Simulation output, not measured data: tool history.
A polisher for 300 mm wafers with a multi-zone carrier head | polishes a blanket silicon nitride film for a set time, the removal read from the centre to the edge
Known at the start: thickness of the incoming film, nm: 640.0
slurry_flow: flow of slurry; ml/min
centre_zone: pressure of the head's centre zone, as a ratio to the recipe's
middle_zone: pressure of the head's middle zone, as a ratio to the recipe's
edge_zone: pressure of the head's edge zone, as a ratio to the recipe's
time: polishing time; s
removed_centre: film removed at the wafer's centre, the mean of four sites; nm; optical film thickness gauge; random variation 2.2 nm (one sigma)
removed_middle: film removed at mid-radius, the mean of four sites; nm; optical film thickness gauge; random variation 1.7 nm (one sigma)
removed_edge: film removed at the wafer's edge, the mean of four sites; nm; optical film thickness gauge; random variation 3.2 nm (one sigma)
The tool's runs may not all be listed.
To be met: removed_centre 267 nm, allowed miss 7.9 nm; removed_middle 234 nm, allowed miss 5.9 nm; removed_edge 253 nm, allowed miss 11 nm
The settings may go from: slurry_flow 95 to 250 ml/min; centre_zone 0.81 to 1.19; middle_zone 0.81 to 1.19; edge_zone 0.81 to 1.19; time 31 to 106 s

Run 1, hour 0: slurry_flow 160 ml/min, centre_zone 1, middle_zone 1, edge_zone 1, time 68 s. Result: removed_centre 193.9 nm, removed_middle 196.21 nm, removed_edge 201.67 nm.
Run 2, hour 2.4: slurry_flow 175 ml/min, centre_zone 1.04, middle_zone 1.01, edge_zone 1.04, time 70 s. Result: removed_centre 213.26 nm, removed_middle 206.81 nm, removed_edge 207.73 nm.
Run 3, hour 5.3: slurry_flow 175 ml/min, centre_zone 1.05, middle_zone 0.99, edge_zone 1.06, time 73 s. Result: removed_centre 223.2 nm, removed_middle 212.29 nm, removed_edge 223.91 nm.
Run 4, hour 9.7: slurry_flow 175 ml/min, centre_zone 1.05, middle_zone 1.06, edge_zone 1.06, time 73 s. Result: removed_centre 226.74 nm, removed_middle 227.98 nm, removed_edge 226.69 nm.
Run 5, hour 18.2: slurry_flow 175 ml/min, centre_zone 1.05, middle_zone 1.1, edge_zone 1.06, time 73 s. Result: removed_centre 226.84 nm, removed_middle 233.71 nm, removed_edge 218.92 nm.
Run 6, hour 24.4: slurry_flow 185 ml/min, centre_zone 1.07, middle_zone 1.07, edge_zone 1.09, time 74 s. Result: removed_centre 234.14 nm, removed_middle 231.75 nm, removed_edge 232.11 nm.
Run 7, hour 30.8: slurry_flow 195 ml/min, centre_zone 1.09, middle_zone 1.06, edge_zone 1.1, time 74 s. Result: removed_centre 239.44 nm, removed_middle 232.79 nm, removed_edge 229.17 nm.
Run 8, hour 32.1: slurry_flow 195 ml/min, centre_zone 1.11, middle_zone 1.05, edge_zone 1.12, time 75 s. Result: removed_centre 248.24 nm, removed_middle 238.12 nm, removed_edge 235.15 nm.
Run 9, hour 32.8: slurry_flow 195 ml/min, centre_zone 1.12, middle_zone 1.03, edge_zone 1.14, time 76 s. Result: removed_centre 254.95 nm, removed_middle 231.31 nm, removed_edge 243.64 nm.
Run 10, hour 35: slurry_flow 195 ml/min, centre_zone 1.13, middle_zone 1.03, edge_zone 1.15, time 76 s. Result: removed_centre 256.23 nm, removed_middle 234.79 nm, removed_edge 237.15 nm.

Which of these 4 next moves meets every target?
Run A, hour 37.2: slurry_flow 250 ml/min, centre_zone 1.08, middle_zone 0.93, edge_zone 1.08, time 80 s. Result: removed_centre ?, removed_middle ?, removed_edge ?.
Run B, hour 37.2: slurry_flow 175 ml/min, centre_zone 1.11, middle_zone 1.07, edge_zone 1.06, time 75 s. Result: removed_centre ?, removed_middle ?, removed_edge ?.
Run C, hour 37.2: slurry_flow 185 ml/min, centre_zone 0.97, middle_zone 0.91, edge_zone 1.19, time 86 s. Result: removed_centre ?, removed_middle ?, removed_edge ?.
Run D, hour 37.2: slurry_flow 190 ml/min, centre_zone 1.12, middle_zone 1.05, edge_zone 1.13, time 73 s. Result: removed_centre ?, removed_middle ?, removed_edge ?.

move  removed_centre  removed_middle  removed_edge
   A          265.69          235.72        256.16
   B          241.76          235.98        228.87
   C          244.36          238.51        276.94
   D          241.17           229.2        230.67
A: meets every target
B: further off than the last run
C: takes the result that was furthest off past its target
D: further off than the last run
Answer: A
